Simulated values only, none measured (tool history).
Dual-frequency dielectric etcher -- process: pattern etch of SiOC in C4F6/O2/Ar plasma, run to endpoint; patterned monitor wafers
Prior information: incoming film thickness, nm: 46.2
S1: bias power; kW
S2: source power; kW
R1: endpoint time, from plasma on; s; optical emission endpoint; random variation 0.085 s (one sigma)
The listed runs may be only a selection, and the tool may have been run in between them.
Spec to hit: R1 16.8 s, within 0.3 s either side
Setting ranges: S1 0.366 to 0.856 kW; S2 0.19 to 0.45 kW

{"run": 1, "hour": 0.0, "S1": 0.611, "S2": 0.32, "R1": 14.931}
{"run": 2, "hour": 6.0, "S1": 0.611, "S2": 0.36, "R1": 14.288}
{"run": 3, "hour": 8.1, "S1": 0.576, "S2": 0.36, "R1": 14.737}
{"run": 4, "hour": 16.6, "S1": 0.576, "S2": 0.38, "R1": 14.457}
{"run": 5, "hour": 23.2, "S1": 0.576, "S2": 0.33, "R1": 15.183}
{"run": 6, "hour": 25.8, "S1": 0.576, "S2": 0.37, "R1": 14.719}
{"run": 7, "hour": 33.1, "S1": 0.552, "S2": 0.37, "R1": 14.766}
{"run": 8, "hour": 36.5, "S1": 0.525, "S2": 0.37, "R1": 15.196}
{"run": 9, "hour": 37.5, "S1": 0.506, "S2": 0.37, "R1": 15.462}
{"run": 10, "hour": 39.5, "S1": 0.491, "S2": 0.37, "R1": 15.486}
{"run": 11, "hour": 46.2, "S1": 0.474, "S2": 0.37, "R1": 15.595}
{"run": 12, "hour": 46.9, "S1": 0.458, "S2": 0.37, "R1": 16.083}

Exactly one of the 5 candidate moves below puts every result within its allowed miss. Which one?
{"run": "A", "hour": 47.6, "S1": 0.522, "S2": 0.38, "R1": "?"}
{"run": "B", "hour": 47.6, "S1": 0.463, "S2": 0.4, "R1": "?"}
{"run": "C", "hour": 47.6, "S1": 0.408, "S2": 0.37, "R1": "?"}
{"run": "D", "hour": 47.6, "S1": 0.558, "S2": 0.31, "R1": "?"}
{"run": "E", "hour": 47.6, "S1": 0.564, "S2": 0.28, "R1": "?"}

move=A R1=15.107
move=B R1=15.587
move=C R1=16.813
move=D R1=15.691
move=E R1=16.124
A: further off than the last run
B: further off than the last run
C: every result lands within tolerance
D: further off than the last run
E: an improvement on the last run, though not all results are within tolerance
The right move is C.

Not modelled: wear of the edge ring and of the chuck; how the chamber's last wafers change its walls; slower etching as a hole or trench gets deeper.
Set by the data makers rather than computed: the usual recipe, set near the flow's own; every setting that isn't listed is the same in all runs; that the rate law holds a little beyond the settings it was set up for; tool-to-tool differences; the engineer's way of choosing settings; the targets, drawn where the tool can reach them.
